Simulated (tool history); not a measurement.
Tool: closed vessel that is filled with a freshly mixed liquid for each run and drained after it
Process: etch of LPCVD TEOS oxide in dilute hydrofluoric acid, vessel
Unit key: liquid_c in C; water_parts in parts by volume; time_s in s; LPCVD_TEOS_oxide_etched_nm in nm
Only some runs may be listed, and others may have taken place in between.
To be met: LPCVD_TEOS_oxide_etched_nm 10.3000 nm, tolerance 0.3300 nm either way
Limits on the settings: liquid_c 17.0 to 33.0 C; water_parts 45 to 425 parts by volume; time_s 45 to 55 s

run 1 hour=0.0 | liquid_c=25.0 water_parts=235 time_s=55 | LPCVD_TEOS_oxide_etched_nm=6.5551
run 2 hour=2.7 | liquid_c=27.5 water_parts=225 time_s=55 | LPCVD_TEOS_oxide_etched_nm=7.4967
run 3 hour=8.8 | liquid_c=29.0 water_parts=215 time_s=55 | LPCVD_TEOS_oxide_etched_nm=8.3873
run 4 hour=12.7 | liquid_c=29.0 water_parts=160 time_s=55 | LPCVD_TEOS_oxide_etched_nm=11.9490
run 5 hour=14.6 | liquid_c=31.0 water_parts=160 time_s=55 | LPCVD_TEOS_oxide_etched_nm=13.1190
run 6 hour=19.4 | liquid_c=31.0 water_parts=120 time_s=55 | LPCVD_TEOS_oxide_etched_nm=18.2510
run 7 hour=22.9 | liquid_c=27.0 water_parts=125 time_s=55 | LPCVD_TEOS_oxide_etched_nm=14.9990
run 8 hour=26.7 | liquid_c=27.0 water_parts=125 time_s=55 | LPCVD_TEOS_oxide_etched_nm=15.1110
run 9 hour=32.4 | liquid_c=24.5 water_parts=130 time_s=55 | LPCVD_TEOS_oxide_etched_nm=13.2510
run 10 hour=41.3 | liquid_c=22.5 water_parts=130 time_s=55 | LPCVD_TEOS_oxide_etched_nm=11.9920

Which of these 5 next moves meets every target?
run A hour=50.2 | liquid_c=26.5 water_parts=130 time_s=55 | LPCVD_TEOS_oxide_etched_nm=?
run B hour=50.2 | liquid_c=23.5 water_parts=150 time_s=50 | LPCVD_TEOS_oxide_etched_nm=?
run C hour=50.2 | liquid_c=22.5 water_parts=150 time_s=55 | LPCVD_TEOS_oxide_etched_nm=?
run D hour=50.2 | liquid_c=22.0 water_parts=135 time_s=45 | LPCVD_TEOS_oxide_etched_nm=?
run E hour=50.2 | liquid_c=23.5 water_parts=145 time_s=55 | LPCVD_TEOS_oxide_etched_nm=?

move=A LPCVD_TEOS_oxide_etched_nm=13.8230
move=B LPCVD_TEOS_oxide_etched_nm=9.4860
move=C LPCVD_TEOS_oxide_etched_nm=10.0390
move=D LPCVD_TEOS_oxide_etched_nm=9.1000
move=E LPCVD_TEOS_oxide_etched_nm=10.8560
A: further off than the last run
B: takes the result that was furthest off past its target
C: hits every target within its allowed miss
D: takes the result that was furthest off past its target
E: better than the last run, though not everything is in spec
So the answer is move C, the one that meets all the targets.

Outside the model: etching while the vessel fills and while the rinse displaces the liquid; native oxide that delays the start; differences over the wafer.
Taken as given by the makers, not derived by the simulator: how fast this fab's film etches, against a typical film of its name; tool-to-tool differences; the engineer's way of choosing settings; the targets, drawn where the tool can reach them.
